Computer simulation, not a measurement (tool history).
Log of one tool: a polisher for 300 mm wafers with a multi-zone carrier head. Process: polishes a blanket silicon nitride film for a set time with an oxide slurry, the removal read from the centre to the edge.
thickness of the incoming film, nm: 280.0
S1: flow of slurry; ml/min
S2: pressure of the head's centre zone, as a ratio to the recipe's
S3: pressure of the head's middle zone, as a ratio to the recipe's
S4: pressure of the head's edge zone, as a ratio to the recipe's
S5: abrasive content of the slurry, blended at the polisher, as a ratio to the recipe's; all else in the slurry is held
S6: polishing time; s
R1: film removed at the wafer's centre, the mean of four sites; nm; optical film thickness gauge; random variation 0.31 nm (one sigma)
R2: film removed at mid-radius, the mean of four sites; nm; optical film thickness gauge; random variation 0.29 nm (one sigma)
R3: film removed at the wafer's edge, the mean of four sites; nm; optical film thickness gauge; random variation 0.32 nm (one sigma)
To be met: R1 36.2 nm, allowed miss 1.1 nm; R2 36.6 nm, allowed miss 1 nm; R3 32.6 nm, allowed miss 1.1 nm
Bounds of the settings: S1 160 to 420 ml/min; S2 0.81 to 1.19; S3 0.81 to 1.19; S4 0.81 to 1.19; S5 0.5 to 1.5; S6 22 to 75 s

run  hour   S1    S2    S3    S4    S5  S6      R1      R2      R3
  1     0  270     1     1     1     1  48    41.6  41.535  40.517
  2   3.4  215     1     1     1     1  48  40.628  40.143   39.32
  3   7.8  215  1.05     1     1     1  48  42.644  40.747  39.365
  4   8.5  215  1.05     1     1   0.9  48  41.043  38.899  38.525
  5  16.6  215  1.05     1  0.98   0.9  48  41.092  38.555  37.876
  6  23.4  215  1.13     1  0.98   0.9  48  44.585  39.378  37.225
  7  32.4  215  1.13     1  0.98   0.9  48  44.071  39.357  37.509
  8  33.5  215  1.12  1.01  0.97   0.9  48  44.734  38.942   37.84
  9  41.7  230  1.13  1.03  0.99  0.85  47  43.452  39.111  36.705
 10  47.6  230  1.12  1.04  0.98  0.85  47  42.434  39.319  35.989
 11  53.8  230  1.11  1.04  0.97  0.85  47  42.845  39.264  36.223
 12    61  230   1.1  1.05  0.96  0.85  47  42.279  39.466  35.799
 13    70  225  1.09  1.05  0.95  0.85  47  41.543  39.288  35.564
 14  76.6  220  1.08  1.05  0.94  0.85  47   41.51  39.478  35.718

5 next moves are on the table. One of them brings every result within its allowed miss. Which?
  A  83.2  225  0.94  1.17  0.93   0.9  42   ?   ?   ?
  B  83.2  160  1.13  1.17  0.88   0.9  41   ?   ?   ?
  C  83.2  215  1.16  1.19  0.85   1.1  39   ?   ?   ?
  D  83.2  200  1.09  1.16  0.81  0.75  45   ?   ?   ?
  E  83.2  160  1.09  1.13  1.01   1.1  40   ?   ?   ?

move      R1      R2      R3
   A   33.01  38.863  32.345
   B  36.941  36.287  29.804
   C  40.069   38.71  30.535
   D  38.218  38.515  30.472
   E  36.959  36.545  33.012
A: takes the result that was furthest off past its target
B: brings the result that was furthest off to its target, and leaves another outside
C: nearer than the last run, and not there yet
D: nearer than the last run, and not there yet
E: meets every target
The right move is E.

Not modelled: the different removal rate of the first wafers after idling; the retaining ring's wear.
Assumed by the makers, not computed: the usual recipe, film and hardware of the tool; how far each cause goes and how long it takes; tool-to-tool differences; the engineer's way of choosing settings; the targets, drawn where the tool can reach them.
